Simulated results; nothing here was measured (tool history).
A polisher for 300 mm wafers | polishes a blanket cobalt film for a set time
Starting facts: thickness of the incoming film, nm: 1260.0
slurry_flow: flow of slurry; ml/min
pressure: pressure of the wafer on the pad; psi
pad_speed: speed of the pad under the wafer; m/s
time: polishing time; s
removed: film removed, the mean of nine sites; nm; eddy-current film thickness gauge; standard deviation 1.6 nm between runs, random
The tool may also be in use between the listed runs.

Run 1, day 0: slurry_flow 150 ml/min, pressure 1.5 psi, pad_speed 1.06 m/s, time 43 s. Result: removed 132.28 nm.
Run 2, day 0.2: slurry_flow 150 ml/min, pressure 1.5 psi, pad_speed 0.82 m/s, time 43 s. Result: removed 106.77 nm.
Run 3, day 0.517: slurry_flow 120 ml/min, pressure 1.5 psi, pad_speed 0.82 m/s, time 43 s. Result: removed 100.61 nm.
Run 4, day 0.733: slurry_flow 120 ml/min, pressure 1.5 psi, pad_speed 0.6 m/s, time 43 s. Result: removed 78.689 nm.
Run 5, day 0.796: slurry_flow 120 ml/min, pressure 1.5 psi, pad_speed 0.6 m/s, time 38 s. Result: removed 69.048 nm.
Run 6, day 0.975: slurry_flow 120 ml/min, pressure 1.2 psi, pad_speed 0.6 m/s, time 38 s. Result: removed 56.192 nm.

Predict the results of run 7:
Run 7, day 1.221: slurry_flow 130 ml/min, pressure 1.4 psi, pad_speed 0.62 m/s, time 38 s. Result: removed ?.

removed: 67.683 nm
